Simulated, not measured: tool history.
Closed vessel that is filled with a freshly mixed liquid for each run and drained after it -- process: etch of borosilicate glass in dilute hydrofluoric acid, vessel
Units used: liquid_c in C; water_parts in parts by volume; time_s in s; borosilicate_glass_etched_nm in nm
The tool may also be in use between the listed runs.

| run | hour | liquid_c | water_parts | time_s | borosilicate_glass_etched_nm |
|---|---|---|---|---|---|
| 1 | 0 | 24 | 75 | 95 | 51.791 |
| 2 | 3.9 | 25.5 | 70 | 95 | 60.236 |
| 3 | 8.5 | 25.5 | 70 | 95 | 59.837 |
| 4 | 13.7 | 25.5 | 90 | 95 | 45.7 |
| 5 | 22.6 | 26.5 | 85 | 95 | 50.745 |
| 6 | 26.7 | 27.5 | 80 | 95 | 55.635 |

Run 7, settings as shown, results not yet in. Your forecast:
| 7 | 31 | 28 | 75 | 95 | ? |

borosilicate_glass_etched_nm: 60.436 nm
